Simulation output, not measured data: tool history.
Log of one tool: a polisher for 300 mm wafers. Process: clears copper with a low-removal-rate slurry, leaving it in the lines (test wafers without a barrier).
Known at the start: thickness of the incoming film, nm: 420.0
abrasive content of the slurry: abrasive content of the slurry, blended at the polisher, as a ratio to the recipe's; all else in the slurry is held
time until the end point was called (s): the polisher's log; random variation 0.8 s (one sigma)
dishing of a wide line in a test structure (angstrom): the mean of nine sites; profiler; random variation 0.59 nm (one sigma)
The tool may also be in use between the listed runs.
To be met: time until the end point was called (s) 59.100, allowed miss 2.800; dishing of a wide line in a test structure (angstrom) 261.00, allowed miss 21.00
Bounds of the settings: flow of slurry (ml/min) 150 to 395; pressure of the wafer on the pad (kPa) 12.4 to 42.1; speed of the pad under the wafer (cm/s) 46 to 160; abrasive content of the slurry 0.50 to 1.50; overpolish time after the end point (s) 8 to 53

run  hour  flow of slurry (ml/min)  pressure of the wafer on the pad (kPa)  speed of the pad under the wafer (cm/s)  abrasive content of the slurry  overpolish time after the end point (s)  time until the end point was called (s)  dishing of a wide line in a test structure (angstrom)
  1   0.0                      250                                    26.9                                      102                            1.00                                       27                                  111.260                                                 246.21
  2   1.5                      250                                    26.9                                      102                            1.00                                       32                                  111.560                                                 234.53
  3   3.1                      250                                    33.1                                      102                            1.00                                       32                                   92.874                                                 252.20
  4   8.4                      250                                    35.2                                      110                            1.00                                       35                                   80.654                                                 260.96
      9.1  -- worn pad replaced by a new one
  5   9.1                      220                                    35.2                                      110                            1.00                                       35                                   71.883                                                 269.71
  6  10.5                      220                                    35.2                                      110                            1.00                                       43                                   73.703                                                 248.87
  7  12.3                      205                                    36.5                                      110                            1.00                                       44                                   69.576                                                 265.40
  8  20.1                      220                                    37.9                                      112                            1.00                                       47                                   64.982                                                 259.63
  9  25.3                      215                                    38.6                                      112                            1.00                                       48                                   66.367                                                 268.68
 10  30.2                      210                                    37.9                                      116                            1.00                                       50                                   64.373                                                 247.99
 11  35.0                      200                                    38.6                                      116                            1.00                                       50                                   63.102                                                 264.30

4 next moves are on the table. One of them brings every result within its allowed miss. Which?
  A  39.8                      210                                    36.5                                      120                            1.05                                       50                                        ?                                                      ?
  B  39.8                      175                                    42.1                                      130                            1.00                                       53                                        ?                                                      ?
  C  39.8                      180                                    37.9                                      116                            1.00                                       52                                        ?                                                      ?
  D  39.8                      150                                    40.7                                      124                            1.00                                       40                                        ?                                                      ?

move  time until the end point was called (s)  dishing of a wide line in a test structure (angstrom)
   A                                   63.587                                                 269.47
   B                                   53.114                                                 271.23
   C                                   65.411                                                 269.95
   D                                   58.953                                                 270.76
A: further off than the last run
B: takes the result that was furthest off past its target
C: further off than the last run
D: meets every target
Move D is the one to make.
